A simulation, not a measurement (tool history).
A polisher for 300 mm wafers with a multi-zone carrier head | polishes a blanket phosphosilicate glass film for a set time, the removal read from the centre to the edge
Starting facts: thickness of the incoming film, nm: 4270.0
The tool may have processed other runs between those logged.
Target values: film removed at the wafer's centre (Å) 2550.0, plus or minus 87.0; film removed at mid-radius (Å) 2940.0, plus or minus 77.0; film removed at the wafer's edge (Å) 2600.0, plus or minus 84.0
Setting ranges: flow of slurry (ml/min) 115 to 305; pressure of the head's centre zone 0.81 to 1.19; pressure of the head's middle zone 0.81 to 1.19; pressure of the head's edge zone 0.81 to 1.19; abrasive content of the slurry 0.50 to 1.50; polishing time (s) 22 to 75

| run | hour | flow of slurry (ml/min) | pressure of the head's centre zone | pressure of the head's middle zone | pressure of the head's edge zone | abrasive content of the slurry | polishing time (s) | film removed at the wafer's centre (Å) | film removed at mid-radius (Å) | film removed at the wafer's edge (Å) |
|---|---|---|---|---|---|---|---|---|---|---|
| 1 | 0.0 | 195 | 1.00 | 1.00 | 1.00 | 1.00 | 48 | 3118.0 | 3088.6 | 3210.2 |
| 2 | 0.6 | 155 | 1.00 | 1.00 | 1.00 | 1.00 | 48 | 2803.3 | 2886.0 | 3065.2 |
| 3 | 8.9 | 130 | 1.00 | 1.00 | 1.00 | 1.00 | 48 | 2617.5 | 2650.6 | 2917.0 |
| 4 | 11.7 | 135 | 1.00 | 1.03 | 0.96 | 1.00 | 48 | 2694.9 | 2762.8 | 2915.3 |
| 5 | 13.8 | 170 | 1.00 | 1.03 | 0.96 | 1.00 | 48 | 2928.9 | 2981.3 | 3114.9 |
| 6 | 19.6 | 175 | 0.99 | 1.07 | 0.93 | 0.90 | 48 | 2742.5 | 2904.4 | 2862.1 |
| 7 | 24.4 | 175 | 0.99 | 1.09 | 0.91 | 0.90 | 48 | 2803.5 | 2895.5 | 2778.3 |
| 8 | 31.6 | 170 | 0.98 | 1.11 | 0.90 | 0.90 | 48 | 2682.1 | 2907.3 | 2765.0 |
| 9 | 35.9 | 170 | 0.98 | 1.13 | 0.89 | 0.90 | 48 | 2668.1 | 2954.7 | 2763.5 |
| 10 | 37.8 | 165 | 0.98 | 1.14 | 0.87 | 0.90 | 48 | 2602.0 | 2964.4 | 2740.3 |
| 11 | 39.3 | 165 | 0.98 | 1.15 | 0.86 | 0.90 | 48 | 2676.8 | 2974.8 | 2714.6 |
| 12 | 43.2 | 160 | 0.98 | 1.16 | 0.85 | 0.90 | 48 | 2657.3 | 2948.0 | 2656.5 |
| 13 | 44.9 | 160 | 0.98 | 1.17 | 0.85 | 0.90 | 48 | 2605.7 | 2990.3 | 2683.8 |

5 next moves are on the table. One of them brings every result within its allowed miss. Which?
| A | 46.6 | 120 | 1.04 | 1.18 | 0.94 | 0.95 | 51 | ? | ? | ? |
| B | 46.6 | 180 | 0.95 | 1.16 | 0.82 | 1.05 | 41 | ? | ? | ? |
| C | 46.6 | 195 | 0.94 | 1.11 | 0.93 | 1.05 | 42 | ? | ? | ? |
| D | 46.6 | 195 | 0.96 | 1.19 | 0.92 | 1.10 | 40 | ? | ? | ? |
| E | 46.6 | 250 | 0.96 | 1.19 | 0.81 | 0.95 | 41 | ? | ? | ? |

| move | film removed at the wafer's centre (Å) | film removed at mid-radius (Å) | film removed at the wafer's edge (Å) |
|---|---|---|---|
| A | 2660.0 | 2940.5 | 2877.4 |
| B | 2531.7 | 2933.5 | 2619.7 |
| C | 2636.9 | 2979.0 | 2847.9 |
| D | 2639.0 | 3072.5 | 2778.7 |
| E | 2630.4 | 3036.6 | 2583.1 |
A: moves away from the targets compared with the last run
B: hits every target within its allowed miss
C: moves away from the targets compared with the last run
D: moves away from the targets compared with the last run
E: the furthest-off result lands on target, but another misses its tolerance
B meets every target.
